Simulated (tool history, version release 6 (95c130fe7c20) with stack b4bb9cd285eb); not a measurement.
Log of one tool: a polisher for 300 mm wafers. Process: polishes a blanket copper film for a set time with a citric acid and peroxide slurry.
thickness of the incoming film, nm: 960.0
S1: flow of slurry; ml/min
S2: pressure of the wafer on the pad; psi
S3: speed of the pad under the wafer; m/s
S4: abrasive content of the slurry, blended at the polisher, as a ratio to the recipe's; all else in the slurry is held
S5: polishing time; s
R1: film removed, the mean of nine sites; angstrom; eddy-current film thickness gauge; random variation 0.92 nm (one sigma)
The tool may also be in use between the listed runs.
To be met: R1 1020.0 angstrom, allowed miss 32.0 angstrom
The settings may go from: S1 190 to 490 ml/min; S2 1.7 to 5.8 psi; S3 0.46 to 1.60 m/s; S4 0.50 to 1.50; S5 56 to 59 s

| run | hour | S1 | S2 | S3 | S4 | S5 | R1 |
|---|---|---|---|---|---|---|---|
| 1 | 0.0 | 315 | 3.7 | 1.02 | 1.00 | 56 | 1529.7 |
| 2 | 7.7 | 315 | 3.7 | 0.92 | 1.00 | 56 | 1459.4 |
| 3 | 12.6 | 315 | 3.7 | 0.92 | 1.00 | 56 | 1448.5 |
| 4 | 15.0 | 255 | 3.7 | 0.92 | 1.00 | 56 | 1416.1 |
|  | 22.2 | slurry nozzle cleaned |
| 5 | 22.2 | 255 | 3.7 | 0.92 | 0.90 | 56 | 1452.0 |
| 6 | 24.8 | 255 | 3.7 | 0.70 | 0.90 | 56 | 1237.9 |
| 7 | 31.3 | 255 | 3.5 | 0.70 | 0.90 | 56 | 1176.2 |
| 8 | 37.8 | 255 | 3.3 | 0.70 | 0.90 | 56 | 1112.1 |
| 9 | 40.1 | 255 | 3.2 | 0.70 | 0.90 | 56 | 1058.4 |
| 10 | 42.1 | 255 | 3.2 | 0.70 | 0.90 | 56 | 1079.1 |

Which of these 5 next moves meets every target?
| A | 44.1 | 300 | 3.3 | 0.70 | 0.70 | 59 | ? |
| B | 44.1 | 300 | 3.0 | 0.74 | 1.10 | 56 | ? |
| C | 44.1 | 230 | 3.0 | 0.76 | 1.05 | 56 | ? |
| D | 44.1 | 255 | 3.3 | 0.70 | 0.90 | 58 | ? |
| E | 44.1 | 205 | 3.6 | 0.52 | 0.75 | 59 | ? |

| move | R1 |
|---|---|
| A | 1107.9 |
| B | 1102.5 |
| C | 1082.7 |
| D | 1141.5 |
| E | 1017.9 |
A: further off than the last run
B: further off than the last run
C: further off than the last run
D: further off than the last run
E: meets every target
Answer: E
